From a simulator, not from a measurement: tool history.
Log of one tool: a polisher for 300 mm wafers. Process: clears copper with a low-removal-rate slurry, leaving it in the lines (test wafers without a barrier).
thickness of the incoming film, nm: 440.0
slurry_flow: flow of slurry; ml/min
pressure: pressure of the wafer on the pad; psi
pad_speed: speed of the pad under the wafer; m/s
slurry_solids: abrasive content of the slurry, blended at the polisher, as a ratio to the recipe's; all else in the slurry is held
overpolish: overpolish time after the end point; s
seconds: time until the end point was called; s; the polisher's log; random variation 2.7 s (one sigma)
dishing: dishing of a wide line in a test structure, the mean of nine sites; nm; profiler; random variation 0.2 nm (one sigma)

{"run": 1, "hour": 0.0, "slurry_flow": 205, "pressure": 4.1, "pad_speed": 1.26, "slurry_solids": 1, "overpolish": 12, "seconds": 80.535, "dishing": 39.205}
{"run": 2, "hour": 5.5, "slurry_flow": 205, "pressure": 4.1, "pad_speed": 1.54, "slurry_solids": 1, "overpolish": 12, "seconds": 67.151, "dishing": 46.539}
{"run": 3, "hour": 9.3, "slurry_flow": 205, "pressure": 3.6, "pad_speed": 1.54, "slurry_solids": 1, "overpolish": 12, "seconds": 74.904, "dishing": 41.595}
{"run": 4, "hour": 11.5, "slurry_flow": 205, "pressure": 3.1, "pad_speed": 1.24, "slurry_solids": 0.95, "overpolish": 11, "seconds": 109.74, "dishing": 29.001}
{"run": 5, "hour": 17.3, "slurry_flow": 205, "pressure": 2.8, "pad_speed": 1.08, "slurry_solids": 0.95, "overpolish": 10, "seconds": 138.21, "dishing": 21.183}
{"run": 6, "hour": 22.8, "slurry_flow": 205, "pressure": 3.2, "pad_speed": 1.08, "slurry_solids": 0.95, "overpolish": 10, "seconds": 119.37, "dishing": 24.285}

Forecast run 7:
{"run": 7, "hour": 26.5, "slurry_flow": 205, "pressure": 2.8, "pad_speed": 1, "slurry_solids": 0.95, "overpolish": 9, "seconds": "?", "dishing": "?"}

seconds: 149.1 s
dishing: 18.416 nm

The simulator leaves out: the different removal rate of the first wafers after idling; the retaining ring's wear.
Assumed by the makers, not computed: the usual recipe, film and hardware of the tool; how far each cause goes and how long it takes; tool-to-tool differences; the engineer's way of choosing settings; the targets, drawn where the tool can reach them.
